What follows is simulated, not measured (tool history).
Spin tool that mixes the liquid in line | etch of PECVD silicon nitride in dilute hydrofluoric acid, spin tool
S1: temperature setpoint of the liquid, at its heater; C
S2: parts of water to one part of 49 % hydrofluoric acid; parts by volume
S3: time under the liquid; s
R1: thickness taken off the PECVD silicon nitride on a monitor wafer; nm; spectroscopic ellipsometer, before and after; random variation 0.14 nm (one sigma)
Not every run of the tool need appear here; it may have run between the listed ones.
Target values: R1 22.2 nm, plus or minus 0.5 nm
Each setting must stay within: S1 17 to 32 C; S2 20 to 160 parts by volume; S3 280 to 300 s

run 1 hour=0 | S1=24 S2=90 S3=280 | R1=6.7593
run 2 hour=4.7 | S1=24 S2=105 S3=280 | R1=5.8586
run 3 hour=9.1 | S1=25.5 S2=90 S3=280 | R1=7.5012
run 4 hour=16.6 | S1=26.5 S2=80 S3=280 | R1=9.0663
run 5 hour=17.5 | S1=26.5 S2=80 S3=300 | R1=9.558
run 6 hour=23.5 | S1=26.5 S2=80 S3=280 | R1=9.1556
run 7 hour=30.6 | S1=27.5 S2=70 S3=280 | R1=11.081
run 8 hour=33.2 | S1=28.5 S2=65 S3=280 | R1=12.572
run 9 hour=38.2 | S1=29 S2=60 S3=280 | R1=14.026
run 10 hour=42.6 | S1=29.5 S2=55 S3=280 | R1=15.68
run 11 hour=44.4 | S1=30 S2=55 S3=280 | R1=16.46
run 12 hour=49 | S1=30.5 S2=55 S3=280 | R1=16.985
run 13 hour=55.3 | S1=31 S2=55 S3=280 | R1=17.558

5 candidate next runs follow, results not yet known. Just one meets every target within its allowed miss. Identify it.
run A hour=61.6 | S1=28.5 S2=55 S3=280 | R1=?
run B hour=61.6 | S1=32 S2=55 S3=300 | R1=?
run C hour=61.6 | S1=31 S2=75 S3=285 | R1=?
run D hour=61.6 | S1=32 S2=50 S3=300 | R1=?
run E hour=61.6 | S1=29 S2=45 S3=300 | R1=?

move=A R1=14.819
move=B R1=19.877
move=C R1=13.003
move=D R1=21.853
move=E R1=19.995
A: the biggest miss grows against the last run
B: nearer the targets than the last run, but a result is still out of spec
C: the biggest miss grows against the last run
D: meets every target
E: nearer the targets than the last run, but a result is still out of spec
Move D is the one to make.
